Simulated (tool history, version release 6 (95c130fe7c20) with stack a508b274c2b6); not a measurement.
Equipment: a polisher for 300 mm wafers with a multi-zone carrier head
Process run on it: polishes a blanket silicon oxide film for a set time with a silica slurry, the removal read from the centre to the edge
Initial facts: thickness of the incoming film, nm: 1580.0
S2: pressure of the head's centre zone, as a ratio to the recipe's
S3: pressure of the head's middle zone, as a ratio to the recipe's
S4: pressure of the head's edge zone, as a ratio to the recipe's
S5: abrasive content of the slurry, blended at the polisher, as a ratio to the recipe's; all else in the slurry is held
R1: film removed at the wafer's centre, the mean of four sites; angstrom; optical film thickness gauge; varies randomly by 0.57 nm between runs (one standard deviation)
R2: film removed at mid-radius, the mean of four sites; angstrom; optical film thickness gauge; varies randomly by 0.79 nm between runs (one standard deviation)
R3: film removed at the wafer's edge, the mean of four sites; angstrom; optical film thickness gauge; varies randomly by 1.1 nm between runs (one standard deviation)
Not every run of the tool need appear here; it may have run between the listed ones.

run 1 day=0 | flow_of_slurry_(ml/min)=195 S2=1 S3=1 S4=1 S5=1 polishing_time_(s)=48 | R1=1333.4 R2=1294 R3=1363
run 2 day=0.3 | flow_of_slurry_(ml/min)=195 S2=1 S3=0.92 S4=1 S5=1 polishing_time_(s)=48 | R1=1330.5 R2=1208 R3=1369.6
run 3 day=0.483 | flow_of_slurry_(ml/min)=195 S2=1 S3=0.97 S4=1 S5=1 polishing_time_(s)=48 | R1=1322.6 R2=1251.4 R3=1380.7
run 4 day=0.775 | flow_of_slurry_(ml/min)=215 S2=1 S3=0.97 S4=1 S5=1 polishing_time_(s)=48 | R1=1350.9 R2=1272.1 R3=1375.9
run 5 day=0.9 | flow_of_slurry_(ml/min)=215 S2=1 S3=0.97 S4=1.07 S5=1 polishing_time_(s)=48 | R1=1351.8 R2=1269.5 R3=1415.1
run 6 day=0.979 | flow_of_slurry_(ml/min)=210 S2=0.98 S3=0.98 S4=1.05 S5=0.95 polishing_time_(s)=47 | R1=1256.4 R2=1223.9 R3=1304.9
run 7 day=1.279 | flow_of_slurry_(ml/min)=155 S2=0.88 S3=1.06 S4=1.08 S5=0.7 polishing_time_(s)=46 | R1=887.23 R2=1022.2 R3=1098.9
run 8 day=1.412 | flow_of_slurry_(ml/min)=155 S2=0.87 S3=1.07 S4=1.06 S5=0.7 polishing_time_(s)=46 | R1=864.39 R2=1037.6 R3=1083.4
run 9 day=1.612 | flow_of_slurry_(ml/min)=155 S2=0.87 S3=1.07 S4=1.04 S5=0.7 polishing_time_(s)=46 | R1=870.93 R2=1036.2 R3=1048.3
run 10 day=1.783 | flow_of_slurry_(ml/min)=150 S2=0.86 S3=1.07 S4=1.03 S5=0.7 polishing_time_(s)=46 | R1=849.1 R2=1012.6 R3=1032
run 11 day=1.929 | flow_of_slurry_(ml/min)=145 S2=0.86 S3=1.07 S4=1.02 S5=0.7 polishing_time_(s)=46 | R1=851.34 R2=1006.9 R3=1030.5

Estimate the outcome of run 12 from the log above:
-- day=2.279 worn pad replaced by a new one
run 12 day=2.279 | flow_of_slurry_(ml/min)=145 S2=0.85 S3=1.08 S4=1.01 S5=0.7 polishing_time_(s)=46 | R1=? R2=? R3=?

R1: 902.55 angstrom
R2: 1085.1 angstrom
R3: 1110 angstrom

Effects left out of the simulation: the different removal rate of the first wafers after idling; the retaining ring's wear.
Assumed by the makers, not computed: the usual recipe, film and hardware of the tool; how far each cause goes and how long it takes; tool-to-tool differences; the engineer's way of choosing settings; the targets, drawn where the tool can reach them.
